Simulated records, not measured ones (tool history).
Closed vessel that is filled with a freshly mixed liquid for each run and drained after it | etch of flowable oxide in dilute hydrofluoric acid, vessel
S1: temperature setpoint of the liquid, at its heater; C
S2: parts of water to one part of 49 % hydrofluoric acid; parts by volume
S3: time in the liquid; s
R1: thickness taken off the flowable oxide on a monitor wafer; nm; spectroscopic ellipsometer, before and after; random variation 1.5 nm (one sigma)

Run 1, day 0: S1 21 C, S2 150 parts by volume, S3 325 s. Result: R1 49.056 nm.
Run 2, day 0.333: S1 22 C, S2 135 parts by volume, S3 325 s. Result: R1 58.203 nm.
Run 3, day 0.379: S1 23 C, S2 120 parts by volume, S3 325 s. Result: R1 69.005 nm.
Run 4, day 0.721: S1 25 C, S2 120 parts by volume, S3 325 s. Result: R1 74.562 nm.
Run 5, day 1.042: S1 26.5 C, S2 120 parts by volume, S3 325 s. Result: R1 78.154 nm.
Run 6, day 1.146: S1 23.5 C, S2 120 parts by volume, S3 325 s. Result: R1 70.418 nm.
Run 7, day 1.183: S1 24 C, S2 110 parts by volume, S3 325 s. Result: R1 80.497 nm.
Run 8, day 1.492: S1 24.5 C, S2 100 parts by volume, S3 325 s. Result: R1 90.517 nm.
Run 9, day 1.733: S1 28.5 C, S2 40 parts by volume, S3 325 s. Result: R1 287.41 nm.
Run 10, day 1.958: S1 27.5 C, S2 40 parts by volume, S3 325 s. Result: R1 278.96 nm.
Run 11, day 2.021: S1 27.5 C, S2 40 parts by volume, S3 325 s. Result: R1 277.57 nm.
Run 12, day 2.221: S1 26 C, S2 40 parts by volume, S3 325 s. Result: R1 257.07 nm.
Run 13, day 2.425: S1 25 C, S2 40 parts by volume, S3 325 s. Result: R1 247.75 nm.
Run 14, day 2.625: S1 24 C, S2 40 parts by volume, S3 325 s. Result: R1 238.64 nm.

Run 15 comes next. What will it give?
Run 15, day 2.746: S1 23 C, S2 40 parts by volume, S3 325 s. Result: R1 ?.

R1: 229.5 nm
